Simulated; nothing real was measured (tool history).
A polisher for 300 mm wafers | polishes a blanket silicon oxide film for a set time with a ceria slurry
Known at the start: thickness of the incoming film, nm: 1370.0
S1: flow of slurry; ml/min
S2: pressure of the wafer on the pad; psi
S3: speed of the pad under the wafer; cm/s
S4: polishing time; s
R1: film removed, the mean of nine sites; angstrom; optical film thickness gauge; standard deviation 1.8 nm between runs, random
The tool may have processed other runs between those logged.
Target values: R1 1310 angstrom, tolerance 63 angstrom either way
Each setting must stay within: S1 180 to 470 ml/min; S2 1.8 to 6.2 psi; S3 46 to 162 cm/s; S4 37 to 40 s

run,hour,S1,S2,S3,S4,R1
1,0,300,4,104,40,2709.1
2,1.8,300,3.4,98,40,2217.1
3,4.2,300,3.4,98,40,2177.9
4,11.8,300,4,98,40,2556.8
5,15.9,300,4,98,37,2371.2
6,21.4,300,3.4,96,37,1991.4
7,23.6,300,3.4,96,37,1959.9
8,24.4,300,3,96,37,1787.2
9,27.9,300,2.7,96,37,1616.9
10,29.9,300,2.5,96,37,1498.3
11,30.5,300,2.4,96,37,1423.3

Of the 5 settings listed for the next run, only one would bring every result within its allowed miss of target. Which one?
A,31.1,310,2.1,88,37,?
B,31.1,330,2.2,82,37,?
C,31.1,315,2.6,94,40,?
D,31.1,285,2.3,98,39,?
E,31.1,265,2.1,94,39,?

move,R1
A,1149.2
B,1127
C,1623
D,1455
E,1274.6
A: the result that was furthest off in the last run now lies on the other side of its target
B: the result that was furthest off in the last run now lies on the other side of its target
C: moves away from the targets compared with the last run
D: moves away from the targets compared with the last run
E: hits every target within its allowed miss
E meets every target.
